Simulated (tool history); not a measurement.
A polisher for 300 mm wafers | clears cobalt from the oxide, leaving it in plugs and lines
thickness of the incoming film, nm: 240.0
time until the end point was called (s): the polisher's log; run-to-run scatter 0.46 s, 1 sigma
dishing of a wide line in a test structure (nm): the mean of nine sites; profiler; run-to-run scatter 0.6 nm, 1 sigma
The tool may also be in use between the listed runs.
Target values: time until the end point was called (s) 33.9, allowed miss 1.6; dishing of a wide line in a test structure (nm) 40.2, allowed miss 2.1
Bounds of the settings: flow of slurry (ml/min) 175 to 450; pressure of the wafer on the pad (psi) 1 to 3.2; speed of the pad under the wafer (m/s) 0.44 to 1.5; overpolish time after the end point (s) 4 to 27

run,hour,flow of slurry (ml/min),pressure of the wafer on the pad (psi),speed of the pad under the wafer (m/s),overpolish time after the end point (s),time until the end point was called (s),dishing of a wide line in a test structure (nm)
1,0,290,2.1,0.96,14,46.788,39.717
2,4.8,220,2.1,0.96,14,48.63,39.614
3,12,220,2.1,0.96,8,49.333,26.944
4,12.7,220,2.5,0.96,8,42.104,31.231
5,19,220,2.6,0.96,8,39.001,31.681
6,27.4,220,2.6,1.14,8,33.443,34.564
7,31.4,220,2.6,1.14,13,33.379,46.255
8,39.9,225,2.6,1.14,12,34.304,45.208
9,41.1,225,2.6,1.14,11,33.709,42.275

Pick the move, out of 5, that brings all results within their allowed miss; only one does.
A,42.3,220,2.6,1.16,12,?,?
B,42.3,215,2.7,1.08,13,?,?
C,42.3,210,2.2,1.28,14,?,?
D,42.3,215,3.2,0.9,14,?,?
E,42.3,240,2.7,1.08,10,?,?

move,time until the end point was called (s),dishing of a wide line in a test structure (nm)
A,32.889,44.402
B,34.086,45.346
C,35.4,46.11
D,34.427,46.675
E,33.584,39.974
A: the biggest miss grows against the last run
B: the biggest miss grows against the last run
C: the biggest miss grows against the last run
D: the biggest miss grows against the last run
E: every result within its allowed miss
Move E is the one to make.
